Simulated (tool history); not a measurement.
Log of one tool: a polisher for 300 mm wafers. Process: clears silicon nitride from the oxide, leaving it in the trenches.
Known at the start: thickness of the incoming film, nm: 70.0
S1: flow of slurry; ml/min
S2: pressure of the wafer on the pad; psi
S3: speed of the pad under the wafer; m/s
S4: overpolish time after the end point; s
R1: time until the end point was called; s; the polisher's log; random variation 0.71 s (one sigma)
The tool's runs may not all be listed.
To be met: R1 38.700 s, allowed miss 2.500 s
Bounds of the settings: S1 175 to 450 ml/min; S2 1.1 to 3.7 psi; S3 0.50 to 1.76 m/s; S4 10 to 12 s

| run | hour | S1 | S2 | S3 | S4 | R1 |
|---|---|---|---|---|---|---|
| 1 | 0.0 | 290 | 2.4 | 1.12 | 12 | 74.317 |
| 2 | 8.6 | 290 | 2.7 | 1.16 | 12 | 64.557 |
| 3 | 14.8 | 290 | 2.7 | 0.94 | 12 | 79.701 |
| 4 | 15.8 | 330 | 2.7 | 0.94 | 12 | 76.190 |
|  | 17.0 | slurry nozzle cleaned |
| 5 | 17.0 | 380 | 2.7 | 0.94 | 12 | 75.802 |
| 6 | 21.6 | 380 | 2.2 | 0.94 | 12 | 92.983 |
| 7 | 27.1 | 380 | 2.5 | 1.02 | 12 | 72.983 |
| 8 | 29.6 | 380 | 2.5 | 1.02 | 12 | 74.239 |
| 9 | 38.1 | 380 | 2.8 | 1.06 | 12 | 63.467 |
| 10 | 40.3 | 380 | 3.0 | 1.10 | 12 | 61.060 |
| 11 | 45.8 | 380 | 3.1 | 1.18 | 12 | 53.825 |
| 12 | 47.2 | 380 | 3.2 | 1.22 | 12 | 50.457 |

Which of these 5 next moves meets every target?
| A | 48.6 | 425 | 3.1 | 1.38 | 10 | ? |
| B | 48.6 | 430 | 2.9 | 0.90 | 10 | ? |
| C | 48.6 | 450 | 3.5 | 1.40 | 10 | ? |
| D | 48.6 | 395 | 3.1 | 0.94 | 12 | ? |
| E | 48.6 | 355 | 3.1 | 1.14 | 12 | ? |

| move | R1 |
|---|---|
| A | 46.772 |
| B | 75.504 |
| C | 40.830 |
| D | 68.171 |
| E | 56.926 |
A: nearer than the last run, and not there yet
B: further off than the last run
C: meets every target
D: further off than the last run
E: further off than the last run
Move C is the one to make.

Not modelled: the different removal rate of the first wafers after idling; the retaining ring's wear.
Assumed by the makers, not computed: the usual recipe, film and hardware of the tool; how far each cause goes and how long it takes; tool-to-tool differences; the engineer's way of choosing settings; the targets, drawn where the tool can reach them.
